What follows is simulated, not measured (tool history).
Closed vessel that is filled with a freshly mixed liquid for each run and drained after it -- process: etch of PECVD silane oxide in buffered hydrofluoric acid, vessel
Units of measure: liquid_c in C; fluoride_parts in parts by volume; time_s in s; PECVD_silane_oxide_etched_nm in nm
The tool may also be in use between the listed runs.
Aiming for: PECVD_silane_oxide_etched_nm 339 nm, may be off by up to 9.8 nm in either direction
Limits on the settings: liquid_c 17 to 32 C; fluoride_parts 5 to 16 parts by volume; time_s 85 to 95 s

run	hour	liquid_c	fluoride_parts	time_s	PECVD_silane_oxide_etched_nm
1	0	24	9.5	85	168.53
2	0.9	24	9.5	95	185.17
3	2.5	25.5	9	95	207.81
4	5.2	27	8.5	95	235.9
5	12.1	27	8.5	85	217.57
6	13	27	10.5	85	178.39
7	16.6	28	9.5	85	202.61
8	24.5	29	9	85	226.48
9	29	29	9	85	224.18
10	33.7	29.5	8.5	85	245.63
11	37.7	30	8	85	270.78

Which single option among these 4 for the next run brings every result within its allowed miss of target? Just one does.
A	41.7	30	6	90	?
B	41.7	32	7.5	95	?
C	41.7	29.5	6.5	95	?
D	41.7	32	8	95	?

move	PECVD_silane_oxide_etched_nm
A	376.72
B	358.83
C	361.39
D	334.67
A: takes the biggest miss from the last run beyond its target
B: takes the biggest miss from the last run beyond its target
C: takes the biggest miss from the last run beyond its target
D: every result lands within tolerance
The right move is D.

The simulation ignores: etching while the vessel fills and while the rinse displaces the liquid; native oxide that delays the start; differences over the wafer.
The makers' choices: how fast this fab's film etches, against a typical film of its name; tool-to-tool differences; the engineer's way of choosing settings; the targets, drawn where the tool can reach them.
